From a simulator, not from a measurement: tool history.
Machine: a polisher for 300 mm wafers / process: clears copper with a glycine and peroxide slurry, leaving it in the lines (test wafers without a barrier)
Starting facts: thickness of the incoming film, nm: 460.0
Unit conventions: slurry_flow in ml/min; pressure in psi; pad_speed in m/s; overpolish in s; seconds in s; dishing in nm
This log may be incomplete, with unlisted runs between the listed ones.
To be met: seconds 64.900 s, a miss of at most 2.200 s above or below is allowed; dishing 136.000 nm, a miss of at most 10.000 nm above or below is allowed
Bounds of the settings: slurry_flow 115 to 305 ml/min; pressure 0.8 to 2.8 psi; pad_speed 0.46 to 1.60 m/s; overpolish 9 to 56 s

Run 1, hour 0.0: slurry_flow 195 ml/min, pressure 1.8 psi, pad_speed 1.02 m/s, overpolish 29 s. Result: seconds 107.290 s, dishing 76.627 nm.
Run 2, hour 5.4: slurry_flow 200 ml/min, pressure 2.1 psi, pad_speed 1.06 m/s, overpolish 31 s. Result: seconds 97.563 s, dishing 87.934 nm.
Run 3, hour 11.6: slurry_flow 205 ml/min, pressure 2.3 psi, pad_speed 1.16 m/s, overpolish 33 s. Result: seconds 84.535 s, dishing 98.231 nm.
Run 4, hour 19.6: slurry_flow 205 ml/min, pressure 2.3 psi, pad_speed 1.16 m/s, overpolish 41 s. Result: seconds 86.115 s, dishing 109.410 nm.
Run 5, hour 20.4: slurry_flow 210 ml/min, pressure 2.5 psi, pad_speed 1.22 m/s, overpolish 42 s. Result: seconds 77.649 s, dishing 117.100 nm.
Run 6, hour 21.0: slurry_flow 210 ml/min, pressure 2.6 psi, pad_speed 1.26 m/s, overpolish 43 s. Result: seconds 74.884 s, dishing 120.700 nm.
Run 7, hour 28.5: slurry_flow 215 ml/min, pressure 2.7 psi, pad_speed 1.30 m/s, overpolish 44 s. Result: seconds 71.129 s, dishing 130.990 nm.
Run 8, hour 31.2: slurry_flow 215 ml/min, pressure 2.7 psi, pad_speed 1.34 m/s, overpolish 44 s. Result: seconds 69.912 s, dishing 123.440 nm.
Run 9, hour 33.0: slurry_flow 215 ml/min, pressure 2.7 psi, pad_speed 1.38 m/s, overpolish 46 s. Result: seconds 66.880 s, dishing 131.970 nm.

Next run, 5 choices. One meets every target within its allowed miss, the rest don't. Which?
Run A, hour 34.8: slurry_flow 195 ml/min, pressure 2.3 psi, pad_speed 1.46 m/s, overpolish 56 s. Result: seconds ?, dishing ?.
Run B, hour 34.8: slurry_flow 240 ml/min, pressure 2.6 psi, pad_speed 1.38 m/s, overpolish 39 s. Result: seconds ?, dishing ?.
Run C, hour 34.8: slurry_flow 175 ml/min, pressure 2.7 psi, pad_speed 1.50 m/s, overpolish 46 s. Result: seconds ?, dishing ?.
Run D, hour 34.8: slurry_flow 230 ml/min, pressure 2.6 psi, pad_speed 1.32 m/s, overpolish 49 s. Result: seconds ?, dishing ?.
Run E, hour 34.8: slurry_flow 220 ml/min, pressure 2.8 psi, pad_speed 1.24 m/s, overpolish 46 s. Result: seconds ?, dishing ?.

move  seconds  dishing
   A   71.475  133.230
   B   68.028  120.050
   C   64.846  131.350
   D   70.977  130.610
   E   72.052  128.250
A: misses by more than the last run did
B: misses by more than the last run did
C: every result within its allowed miss
D: misses by more than the last run did
E: misses by more than the last run did
C is the move that brings every result within its allowed miss.
